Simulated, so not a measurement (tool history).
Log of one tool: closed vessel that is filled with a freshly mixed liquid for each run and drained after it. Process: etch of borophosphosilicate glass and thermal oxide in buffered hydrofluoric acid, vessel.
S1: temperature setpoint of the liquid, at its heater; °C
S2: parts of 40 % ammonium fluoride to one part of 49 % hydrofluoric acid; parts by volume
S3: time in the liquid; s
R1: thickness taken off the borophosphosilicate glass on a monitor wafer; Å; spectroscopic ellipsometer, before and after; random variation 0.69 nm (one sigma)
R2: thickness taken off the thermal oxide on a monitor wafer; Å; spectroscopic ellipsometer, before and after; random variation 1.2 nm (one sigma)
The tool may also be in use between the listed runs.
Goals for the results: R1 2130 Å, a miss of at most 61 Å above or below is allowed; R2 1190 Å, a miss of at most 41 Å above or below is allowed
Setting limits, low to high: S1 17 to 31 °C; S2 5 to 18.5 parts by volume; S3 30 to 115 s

run 1 hour=0 | S1=23 S2=11.5 S3=60 | R1=857.36 R2=480.65
run 2 hour=1.2 | S1=23 S2=10 S3=60 | R1=978.03 R2=548.46
run 3 hour=8.9 | S1=23 S2=7.5 S3=60 | R1=1271.6 R2=708.67
run 4 hour=18 | S1=24.5 S2=7.5 S3=60 | R1=1383.9 R2=766.16
run 5 hour=26.8 | S1=24.5 S2=5.5 S3=60 | R1=1851.2 R2=1041.4
run 6 hour=33 | S1=25 S2=5.5 S3=60 | R1=1904.8 R2=1085.8
run 7 hour=38.6 | S1=25.5 S2=5.5 S3=60 | R1=1957.2 R2=1084.9
run 8 hour=39.8 | S1=26 S2=5.5 S3=60 | R1=2006.3 R2=1124.8
run 9 hour=44.5 | S1=26.5 S2=5.5 S3=60 | R1=2055.9 R2=1164.7

5 candidate next runs follow, results not yet known. Just one meets every target within its allowed miss. Identify it.
run A hour=49.2 | S1=24.5 S2=5.5 S3=70 | R1=? R2=?
run B hour=49.2 | S1=28.5 S2=5.5 S3=60 | R1=? R2=?
run C hour=49.2 | S1=30 S2=5.5 S3=55 | R1=? R2=?
run D hour=49.2 | S1=27 S2=5 S3=60 | R1=? R2=?
run E hour=49.2 | S1=23.5 S2=5.5 S3=80 | R1=? R2=?

move=A R1=2166.6 R2=1191.3
move=B R1=2293.1 R2=1264.8
move=C R1=2272.1 R2=1254.5
move=D R1=2303.6 R2=1265.8
move=E R1=2347 R2=1289.4
A: in spec on every target
B: moves the result that the last run missed by most past its target, out the other side
C: moves the result that the last run missed by most past its target, out the other side
D: moves the result that the last run missed by most past its target, out the other side
E: moves the result that the last run missed by most past its target, out the other side
Go with A: it meets all targets.
